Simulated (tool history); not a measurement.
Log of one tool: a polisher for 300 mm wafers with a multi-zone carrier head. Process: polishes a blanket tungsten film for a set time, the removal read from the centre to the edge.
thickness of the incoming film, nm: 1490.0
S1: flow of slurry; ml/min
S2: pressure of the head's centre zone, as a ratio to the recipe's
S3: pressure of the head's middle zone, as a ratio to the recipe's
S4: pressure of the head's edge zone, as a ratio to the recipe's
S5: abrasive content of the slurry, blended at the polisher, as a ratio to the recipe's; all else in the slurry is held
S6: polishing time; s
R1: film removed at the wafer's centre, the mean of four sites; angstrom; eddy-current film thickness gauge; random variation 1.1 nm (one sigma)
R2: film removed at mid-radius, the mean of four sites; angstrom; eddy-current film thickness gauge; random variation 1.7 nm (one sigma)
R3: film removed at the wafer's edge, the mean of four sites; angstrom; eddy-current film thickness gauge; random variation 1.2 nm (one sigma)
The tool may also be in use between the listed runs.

Run 1, day 0: S1 185 ml/min, S2 1, S3 1, S4 1, S5 1, S6 44 s. Result: R1 2046.7 angstrom, R2 2114.8 angstrom, R3 2036.9 angstrom.
Run 2, day 0.338: S1 165 ml/min, S2 0.96, S3 0.96, S4 0.98, S5 0.95, S6 44 s. Result: R1 1886.7 angstrom, R2 1966.1 angstrom, R3 1974.2 angstrom.
Run 3, day 0.396: S1 165 ml/min, S2 0.96, S3 0.96, S4 0.98, S5 0.95, S6 39 s. Result: R1 1714.8 angstrom, R2 1717 angstrom, R3 1737.7 angstrom.
Run 4, day 0.471: S1 120 ml/min, S2 0.96, S3 0.96, S4 0.98, S5 0.95, S6 39 s. Result: R1 1544.8 angstrom, R2 1619.8 angstrom, R3 1663.2 angstrom.
Run 5, day 0.838: S1 135 ml/min, S2 0.95, S3 0.96, S4 1.01, S5 0.95, S6 39 s. Result: R1 1611.8 angstrom, R2 1671.1 angstrom, R3 1713.4 angstrom.
Run 6, day 0.879: S1 135 ml/min, S2 0.95, S3 0.96, S4 0.93, S5 0.95, S6 39 s. Result: R1 1591.2 angstrom, R2 1645 angstrom, R3 1646.5 angstrom.

Forecast run 7:
Run 7, day 0.975: S1 150 ml/min, S2 0.94, S3 0.95, S4 0.97, S5 0.95, S6 39 s. Result: R1 ?, R2 ?, R3 ?.

R1: 1597.3 angstrom
R2: 1686.1 angstrom
R3: 1711.6 angstrom
